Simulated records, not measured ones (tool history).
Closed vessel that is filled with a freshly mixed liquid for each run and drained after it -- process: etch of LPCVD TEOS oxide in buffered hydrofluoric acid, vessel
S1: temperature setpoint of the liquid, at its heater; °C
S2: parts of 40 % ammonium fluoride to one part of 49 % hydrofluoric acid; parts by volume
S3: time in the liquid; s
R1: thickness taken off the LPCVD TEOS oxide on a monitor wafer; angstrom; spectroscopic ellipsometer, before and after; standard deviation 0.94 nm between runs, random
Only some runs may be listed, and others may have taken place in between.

Run 1, day 0: S1 25 °C, S2 16.5 parts by volume, S3 95 s. Result: R1 2640.1 angstrom.
Run 2, day 0.071: S1 25 °C, S2 16.5 parts by volume, S3 100 s. Result: R1 2774.1 angstrom.
Run 3, day 0.371: S1 25 °C, S2 21 parts by volume, S3 100 s. Result: R1 2219.4 angstrom.
Run 4, day 0.612: S1 26 °C, S2 21 parts by volume, S3 100 s. Result: R1 2331.9 angstrom.
At day 0.721: thermometer replaced.
Run 5, day 0.721: S1 26 °C, S2 21 parts by volume, S3 100 s. Result: R1 2108.8 angstrom.
Run 6, day 0.904: S1 26.5 °C, S2 20 parts by volume, S3 100 s. Result: R1 2245.4 angstrom.
Run 7, day 1.125: S1 25 °C, S2 19 parts by volume, S3 100 s. Result: R1 2171.3 angstrom.
Run 8, day 1.508: S1 26 °C, S2 19 parts by volume, S3 100 s. Result: R1 2300 angstrom.

What will run 9 give?
Run 9, day 1.683: S1 25 °C, S2 18 parts by volume, S3 100 s. Result: R1 ?.

Run 9 gave R1 2289.5 angstrom.
